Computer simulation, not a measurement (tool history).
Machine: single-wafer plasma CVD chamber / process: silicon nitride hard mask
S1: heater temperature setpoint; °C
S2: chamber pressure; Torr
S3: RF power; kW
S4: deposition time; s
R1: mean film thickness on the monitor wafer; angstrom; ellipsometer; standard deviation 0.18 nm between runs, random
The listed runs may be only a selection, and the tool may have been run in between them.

| run | hour | S1 | S2 | S3 | S4 | R1 |
|---|---|---|---|---|---|---|
| 1 | 0.0 | 420 | 1.26 | 0.320 | 40.1 | 410.37 |
| 2 | 1.3 | 420 | 1.26 | 0.320 | 38.2 | 389.95 |
| 3 | 5.8 | 420 | 1.05 | 0.320 | 38.2 | 373.43 |
| 4 | 10.6 | 420 | 1.05 | 0.300 | 38.2 | 361.14 |
| 5 | 17.7 | 420 | 1.14 | 0.300 | 38.2 | 365.40 |
| 6 | 19.8 | 420 | 0.99 | 0.300 | 38.2 | 353.59 |
| 7 | 27.3 | 420 | 0.99 | 0.300 | 38.2 | 353.65 |
| 8 | 28.4 | 420 | 1.07 | 0.315 | 38.4 | 372.46 |
| 9 | 36.0 | 420 | 1.15 | 0.330 | 38.6 | 391.69 |
| 10 | 37.8 | 420 | 1.22 | 0.340 | 38.7 | 405.09 |
| 11 | 40.3 | 420 | 1.28 | 0.350 | 38.8 | 419.03 |
| 12 | 42.7 | 420 | 1.33 | 0.355 | 38.9 | 426.78 |
| 13 | 50.7 | 420 | 1.37 | 0.360 | 39.0 | 433.72 |
| 14 | 57.8 | 420 | 1.41 | 0.365 | 39.1 | 444.21 |

Forecast run 15:
| 15 | 58.6 | 420 | 1.45 | 0.370 | 39.1 | ? |

Run 15 gave R1 452.67 angstrom.
